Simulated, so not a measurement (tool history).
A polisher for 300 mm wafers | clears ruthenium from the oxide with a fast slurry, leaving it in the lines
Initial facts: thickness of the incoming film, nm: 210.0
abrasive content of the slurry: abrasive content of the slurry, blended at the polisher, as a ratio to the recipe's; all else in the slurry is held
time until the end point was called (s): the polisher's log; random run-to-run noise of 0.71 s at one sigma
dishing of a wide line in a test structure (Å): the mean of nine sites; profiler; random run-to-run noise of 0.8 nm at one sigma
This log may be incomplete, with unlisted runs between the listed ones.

run,hour,flow of slurry (ml/min),pressure of the wafer on the pad (psi),speed of the pad under the wafer (m/s),abrasive content of the slurry,overpolish time after the end point (s),time until the end point was called (s),dishing of a wide line in a test structure (Å)
1,0.0,150,1.7,1.04,1.0,9,76.054,224.28
2,7.2,150,1.9,1.10,1.0,10,68.419,271.83
3,7.8,150,1.6,1.10,1.0,10,78.031,243.43
4,14.7,150,1.8,1.18,1.0,10,64.107,282.96
5,21.9,150,1.8,1.18,1.1,10,63.225,294.67
6,24.5,150,1.8,1.28,1.1,10,56.293,312.00
7,28.7,150,2.0,1.30,1.1,11,51.522,372.68

Run 8 comes next. What will it give?
8,34.2,155,2.5,1.34,1.1,12,?,?

{"run 8": {"time until the end point was called (s)": 39.792, "dishing of a wide line in a test structure (Å)": 458.7}}

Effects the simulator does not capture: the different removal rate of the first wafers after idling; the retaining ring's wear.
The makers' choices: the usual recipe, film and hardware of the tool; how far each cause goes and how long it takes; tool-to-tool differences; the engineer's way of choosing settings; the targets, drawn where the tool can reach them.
